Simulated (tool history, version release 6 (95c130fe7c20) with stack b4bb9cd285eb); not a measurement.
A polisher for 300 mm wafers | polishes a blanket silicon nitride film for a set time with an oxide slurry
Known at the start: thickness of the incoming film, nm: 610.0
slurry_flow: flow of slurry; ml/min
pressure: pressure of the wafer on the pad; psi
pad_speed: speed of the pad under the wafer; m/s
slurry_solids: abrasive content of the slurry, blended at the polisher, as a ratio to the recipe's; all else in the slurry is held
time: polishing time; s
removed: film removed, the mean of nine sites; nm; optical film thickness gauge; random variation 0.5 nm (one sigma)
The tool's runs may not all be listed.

run  hour  slurry_flow  pressure  pad_speed  slurry_solids  time  removed
  1   0.0          140       3.7        1.1            1.0    93   62.449
  2   5.5          140       3.7        1.1            1.0    98   65.831
  3  10.5          155       3.8        1.1            1.0    98   67.880
  4  15.0          155       4.0        1.1            1.0    98   71.392
  5  21.0          155       4.0        1.1            0.9    98   69.167
  6  23.7          155       4.2        1.1            0.9    98   72.511
  7  27.1          155       4.2        1.1            0.9    98   71.762
  8  29.8          195       4.3        1.1            0.9    98   76.035

Run 9 comes next. What will it give?
     34.1  -- head pressure recalibrated
  9  34.1          195       4.4        1.1            0.9    98        ?

Run 9 gave removed 81.682 nm.
